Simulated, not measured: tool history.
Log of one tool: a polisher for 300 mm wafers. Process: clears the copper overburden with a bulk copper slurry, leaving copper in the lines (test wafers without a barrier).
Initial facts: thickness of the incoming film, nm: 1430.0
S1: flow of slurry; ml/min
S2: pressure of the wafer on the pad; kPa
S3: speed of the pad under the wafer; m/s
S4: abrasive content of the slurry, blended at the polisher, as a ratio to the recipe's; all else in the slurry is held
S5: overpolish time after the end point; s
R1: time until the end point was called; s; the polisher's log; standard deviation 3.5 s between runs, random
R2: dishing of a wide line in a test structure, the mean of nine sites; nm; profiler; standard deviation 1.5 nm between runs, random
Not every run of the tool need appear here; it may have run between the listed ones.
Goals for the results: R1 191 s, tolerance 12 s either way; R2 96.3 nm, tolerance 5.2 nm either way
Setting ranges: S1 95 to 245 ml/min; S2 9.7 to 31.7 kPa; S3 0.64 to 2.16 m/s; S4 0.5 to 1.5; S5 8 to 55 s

run	hour	S1	S2	S3	S4	S5	R1	R2
1	0	155	20.7	1.4	1	28	107.2	119.88
2	0.7	155	17.9	1.36	1	30	123.69	112.38
3	8.3	155	17.9	1.14	1	30	139.36	113.12
4	9.9	155	14.5	1.14	1	30	164.34	100.74
5	10.8	155	16.5	1.14	1	30	147.35	108.13
6	13.9	155	15.2	1.12	1	31	155.77	102.85
7	18.9	155	14.5	1.08	1	33	167.17	101.96
8	26.5	155	13.8	1.06	1	34	180.14	99.409

Which one of the following 4 next-run settings gets every result inside its allowed miss? There is exactly one.
A	34.1	145	12.4	0.9	0.95	35	?	?
B	34.1	155	14.5	1.18	0.95	32	?	?
C	34.1	140	13.8	1.24	0.95	32	?	?
D	34.1	135	11.7	1.22	1.05	34	?	?

move	R1	R2
A	205.13	94.776
B	154.86	104.65
C	159.06	102.63
D	180.07	96.973
A: carries the result that was furthest off beyond its target, to the other side
B: its largest miss is bigger than the last run's
C: its largest miss is bigger than the last run's
D: meets every target
Move D is the one to make.

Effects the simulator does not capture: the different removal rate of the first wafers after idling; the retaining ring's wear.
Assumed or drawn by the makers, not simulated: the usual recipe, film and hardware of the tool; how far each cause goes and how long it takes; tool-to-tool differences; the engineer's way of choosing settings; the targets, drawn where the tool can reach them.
